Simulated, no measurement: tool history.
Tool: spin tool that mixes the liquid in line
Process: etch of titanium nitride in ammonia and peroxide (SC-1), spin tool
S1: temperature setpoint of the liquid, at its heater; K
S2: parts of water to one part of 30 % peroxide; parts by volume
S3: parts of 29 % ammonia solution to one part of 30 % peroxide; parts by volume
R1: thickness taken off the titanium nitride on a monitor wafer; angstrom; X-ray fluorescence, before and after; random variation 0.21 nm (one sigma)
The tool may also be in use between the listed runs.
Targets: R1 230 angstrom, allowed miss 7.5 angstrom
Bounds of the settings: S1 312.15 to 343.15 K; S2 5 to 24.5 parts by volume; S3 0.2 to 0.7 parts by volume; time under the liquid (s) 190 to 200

run 1 hour=0 | S1=328.15 S2=13.5 S3=0.4 time_under_the_liquid_(s)=190 | R1=140.73
run 2 hour=2.4 | S1=328.15 S2=11.5 S3=0.4 time_under_the_liquid_(s)=190 | R1=154.18
run 3 hour=9 | S1=329.65 S2=11.5 S3=0.4 time_under_the_liquid_(s)=190 | R1=170.18
run 4 hour=12.4 | S1=325.65 S2=11.5 S3=0.4 time_under_the_liquid_(s)=190 | R1=131.57
run 5 hour=14.9 | S1=325.65 S2=11.5 S3=0.5 time_under_the_liquid_(s)=190 | R1=135.27
run 6 hour=23.4 | S1=325.65 S2=13.5 S3=0.5 time_under_the_liquid_(s)=190 | R1=124.93
run 7 hour=29.1 | S1=328.15 S2=13.5 S3=0.5 time_under_the_liquid_(s)=190 | R1=149.3
run 8 hour=35.8 | S1=329.65 S2=13.5 S3=0.5 time_under_the_liquid_(s)=190 | R1=161.56
run 9 hour=41.5 | S1=331.15 S2=13.5 S3=0.5 time_under_the_liquid_(s)=190 | R1=178.59
run 10 hour=49.7 | S1=332.15 S2=13.5 S3=0.5 time_under_the_liquid_(s)=190 | R1=191.27
run 11 hour=51.1 | S1=333.15 S2=13.5 S3=0.5 time_under_the_liquid_(s)=190 | R1=205.15
run 12 hour=51.9 | S1=333.65 S2=13.5 S3=0.5 time_under_the_liquid_(s)=190 | R1=214.76
run 13 hour=53 | S1=334.15 S2=13.5 S3=0.5 time_under_the_liquid_(s)=190 | R1=218.57

4 next moves are on the table. One of them brings every result within its allowed miss. Which?
run A hour=54.1 | S1=336.15 S2=15 S3=0.45 time_under_the_liquid_(s)=190 | R1=?
run B hour=54.1 | S1=332.65 S2=13.5 S3=0.6 time_under_the_liquid_(s)=190 | R1=?
run C hour=54.1 | S1=334.65 S2=14 S3=0.45 time_under_the_liquid_(s)=190 | R1=?
run D hour=54.1 | S1=333.15 S2=14.5 S3=0.55 time_under_the_liquid_(s)=190 | R1=?

move=A R1=231.21
move=B R1=205.3
move=C R1=217.88
move=D R1=201
A: meets every target
B: further off than the last run
C: further off than the last run
D: further off than the last run
The right move is A.
